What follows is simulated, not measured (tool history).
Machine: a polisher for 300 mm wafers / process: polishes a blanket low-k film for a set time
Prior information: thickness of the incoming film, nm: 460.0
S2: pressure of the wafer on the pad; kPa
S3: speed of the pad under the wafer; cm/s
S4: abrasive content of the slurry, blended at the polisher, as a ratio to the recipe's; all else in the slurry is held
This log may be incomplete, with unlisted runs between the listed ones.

run 1 hour=0 | flow_of_slurry_(ml/min)=210 S2=11 S3=100 S4=1 polishing_time_(s)=22 | film_removed_(nm)=8.2241
run 2 hour=4.3 | flow_of_slurry_(ml/min)=220 S2=12.4 S3=100 S4=1 polishing_time_(s)=22 | film_removed_(nm)=8.9937
run 3 hour=5.9 | flow_of_slurry_(ml/min)=220 S2=12.4 S3=100 S4=1 polishing_time_(s)=19 | film_removed_(nm)=7.8328
run 4 hour=7.7 | flow_of_slurry_(ml/min)=220 S2=14.5 S3=106 S4=1 polishing_time_(s)=19 | film_removed_(nm)=9.0123
run 5 hour=12.7 | flow_of_slurry_(ml/min)=225 S2=15.9 S3=114 S4=1 polishing_time_(s)=19 | film_removed_(nm)=10.185
run 6 hour=20.2 | flow_of_slurry_(ml/min)=225 S2=16.5 S3=120 S4=1 polishing_time_(s)=19 | film_removed_(nm)=10.964
run 7 hour=20.9 | flow_of_slurry_(ml/min)=255 S2=17.9 S3=124 S4=1 polishing_time_(s)=19 | film_removed_(nm)=12.159

Run 8, settings as shown, results not yet in. Your forecast:
run 8 hour=24.9 | flow_of_slurry_(ml/min)=255 S2=17.9 S3=126 S4=1 polishing_time_(s)=19 | film_removed_(nm)=?

{"run 8": {"film removed (nm)": 12.223}}
